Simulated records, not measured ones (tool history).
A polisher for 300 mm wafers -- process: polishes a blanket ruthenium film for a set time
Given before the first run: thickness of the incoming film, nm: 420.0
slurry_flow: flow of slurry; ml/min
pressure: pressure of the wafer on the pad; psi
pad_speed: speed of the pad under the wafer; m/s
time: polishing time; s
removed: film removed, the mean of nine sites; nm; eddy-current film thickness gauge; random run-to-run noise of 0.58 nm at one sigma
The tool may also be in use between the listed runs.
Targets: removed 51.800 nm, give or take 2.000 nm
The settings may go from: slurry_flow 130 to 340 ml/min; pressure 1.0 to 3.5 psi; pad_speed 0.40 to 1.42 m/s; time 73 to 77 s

run 1 day=0.000 | slurry_flow=220 pressure=2.2 pad_speed=0.90 time=73 | removed=77.634
run 2 day=0.262 | slurry_flow=220 pressure=2.1 pad_speed=0.90 time=73 | removed=74.012
run 3 day=0.321 | slurry_flow=255 pressure=2.1 pad_speed=0.90 time=73 | removed=75.927
run 4 day=0.421 | slurry_flow=305 pressure=2.1 pad_speed=0.90 time=73 | removed=78.360
run 5 day=0.446 | slurry_flow=305 pressure=2.0 pad_speed=0.90 time=73 | removed=74.987
run 6 day=0.708 | slurry_flow=305 pressure=1.9 pad_speed=0.90 time=73 | removed=73.018
run 7 day=0.775 | slurry_flow=305 pressure=1.8 pad_speed=0.90 time=73 | removed=69.704
run 8 day=1.092 | slurry_flow=305 pressure=1.7 pad_speed=0.90 time=73 | removed=68.015
run 9 day=1.258 | slurry_flow=305 pressure=1.6 pad_speed=0.90 time=73 | removed=65.316
run 10 day=1.558 | slurry_flow=305 pressure=1.5 pad_speed=0.90 time=73 | removed=63.042
run 11 day=1.921 | slurry_flow=300 pressure=1.0 pad_speed=0.88 time=73 | removed=48.750

Pick the move, out of 4, that brings all results within their allowed miss; only one does.
run A day=2.283 | slurry_flow=340 pressure=1.1 pad_speed=0.82 time=74 | removed=?
run B day=2.283 | slurry_flow=240 pressure=1.0 pad_speed=0.88 time=74 | removed=?
run C day=2.283 | slurry_flow=250 pressure=1.8 pad_speed=0.64 time=77 | removed=?
run D day=2.283 | slurry_flow=275 pressure=1.4 pad_speed=0.66 time=73 | removed=?

move=A removed=47.965
move=B removed=47.182
move=C removed=51.238
move=D removed=43.178
A: further off than the last run
B: further off than the last run
C: in spec on every target
D: further off than the last run
C is the move that brings every result within its allowed miss.

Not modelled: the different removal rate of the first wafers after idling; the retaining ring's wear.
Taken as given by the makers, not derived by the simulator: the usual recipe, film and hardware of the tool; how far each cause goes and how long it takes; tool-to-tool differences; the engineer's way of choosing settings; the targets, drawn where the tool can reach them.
